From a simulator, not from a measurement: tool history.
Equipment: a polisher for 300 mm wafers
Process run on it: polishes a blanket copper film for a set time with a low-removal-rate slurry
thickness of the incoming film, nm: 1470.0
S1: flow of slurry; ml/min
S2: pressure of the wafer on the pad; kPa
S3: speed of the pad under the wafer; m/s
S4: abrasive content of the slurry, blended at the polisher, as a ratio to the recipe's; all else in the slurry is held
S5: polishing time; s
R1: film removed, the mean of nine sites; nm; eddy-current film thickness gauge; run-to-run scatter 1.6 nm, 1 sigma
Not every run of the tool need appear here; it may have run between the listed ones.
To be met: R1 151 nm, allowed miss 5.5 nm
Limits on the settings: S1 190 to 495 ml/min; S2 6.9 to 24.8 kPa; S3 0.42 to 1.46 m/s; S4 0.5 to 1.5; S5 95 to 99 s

run 1 hour=0 | S1=320 S2=15.9 S3=0.94 S4=1 S5=95 | R1=192.99
run 2 hour=4.1 | S1=320 S2=15.9 S3=0.94 S4=1 S5=95 | R1=193.37
run 3 hour=5.5 | S1=320 S2=14.5 S3=0.94 S4=1 S5=95 | R1=178.19
run 4 hour=13.3 | S1=320 S2=13.8 S3=0.94 S4=1 S5=95 | R1=171
run 5 hour=20.7 | S1=385 S2=13.8 S3=0.94 S4=1 S5=95 | R1=173.29
run 6 hour=28.6 | S1=455 S2=13.8 S3=0.94 S4=1 S5=95 | R1=171.9
run 7 hour=29.4 | S1=455 S2=13.1 S3=0.94 S4=1 S5=95 | R1=168.56
run 8 hour=30.7 | S1=455 S2=12.4 S3=0.94 S4=1 S5=95 | R1=157.55

4 candidate next runs follow, results not yet known. Just one meets every target within its allowed miss. Identify it.
run A hour=32 | S1=470 S2=12.4 S3=0.94 S4=1 S5=97 | R1=?
run B hour=32 | S1=455 S2=11 S3=1.1 S4=0.85 S5=99 | R1=?
run C hour=32 | S1=450 S2=12.4 S3=0.98 S4=1.05 S5=96 | R1=?
run D hour=32 | S1=470 S2=11.7 S3=1 S4=0.85 S5=95 | R1=?

move=A R1=163.01
move=B R1=162.28
move=C R1=167.96
move=D R1=153.28
A: misses by more than the last run did
B: misses by more than the last run did
C: misses by more than the last run did
D: every result within its allowed miss
Answer: D

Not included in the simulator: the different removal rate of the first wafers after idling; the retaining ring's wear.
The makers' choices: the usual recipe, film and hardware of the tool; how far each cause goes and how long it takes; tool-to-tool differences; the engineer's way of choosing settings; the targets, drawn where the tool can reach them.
